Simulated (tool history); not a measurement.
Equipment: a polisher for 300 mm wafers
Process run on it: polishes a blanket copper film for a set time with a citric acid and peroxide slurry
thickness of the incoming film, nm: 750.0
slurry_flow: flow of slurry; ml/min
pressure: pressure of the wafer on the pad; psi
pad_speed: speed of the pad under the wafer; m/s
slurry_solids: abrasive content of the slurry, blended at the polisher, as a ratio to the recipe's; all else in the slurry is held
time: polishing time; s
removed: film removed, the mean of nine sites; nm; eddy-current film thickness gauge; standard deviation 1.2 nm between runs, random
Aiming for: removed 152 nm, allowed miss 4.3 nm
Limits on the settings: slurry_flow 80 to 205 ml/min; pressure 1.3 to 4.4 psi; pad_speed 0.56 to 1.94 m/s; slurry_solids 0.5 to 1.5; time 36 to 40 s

| run | hour | slurry_flow | pressure | pad_speed | slurry_solids | time | removed |
|---|---|---|---|---|---|---|---|
| 1 | 0 | 135 | 2.8 | 1.24 | 1 | 40 | 102.18 |
| 2 | 4.7 | 135 | 3.4 | 1.24 | 1 | 40 | 117.49 |
| 3 | 8 | 140 | 3.6 | 1.24 | 1 | 40 | 124.63 |
| 4 | 16 | 145 | 3.7 | 1.24 | 1 | 40 | 128 |
| 5 | 21.6 | 145 | 3.8 | 1.24 | 1 | 40 | 131.61 |
| 6 | 29.6 | 145 | 3.9 | 1.24 | 1 | 40 | 133.64 |
|  | 37.1 | slurry blender recalibrated |
| 7 | 37.1 | 145 | 4 | 1.24 | 1 | 40 | 140.06 |
| 8 | 45.4 | 145 | 4.1 | 1.24 | 1 | 40 | 141.56 |
| 9 | 51.4 | 150 | 4.1 | 1.24 | 1 | 40 | 144.65 |
| 10 | 56.2 | 155 | 4.1 | 1.24 | 1 | 40 | 144.71 |
| 11 | 65.1 | 160 | 4.1 | 1.24 | 1 | 40 | 144.83 |
| 12 | 70.9 | 160 | 4.1 | 1.24 | 1 | 40 | 145.18 |

4 next moves are on the table. One of them brings every result within its allowed miss. Which?
| A | 76.7 | 175 | 4 | 1.28 | 1.1 | 40 | ? |
| B | 76.7 | 160 | 4.4 | 1.22 | 1 | 38 | ? |
| C | 76.7 | 165 | 3.6 | 1.44 | 1.1 | 38 | ? |
| D | 76.7 | 145 | 4.3 | 1.16 | 1.1 | 37 | ? |

| move | removed |
|---|---|
| A | 149.44 |
| B | 143.32 |
| C | 141.9 |
| D | 132.41 |
A: every result lands within tolerance
B: moves away from the targets compared with the last run
C: moves away from the targets compared with the last run
D: moves away from the targets compared with the last run
Go with A: it meets all targets.
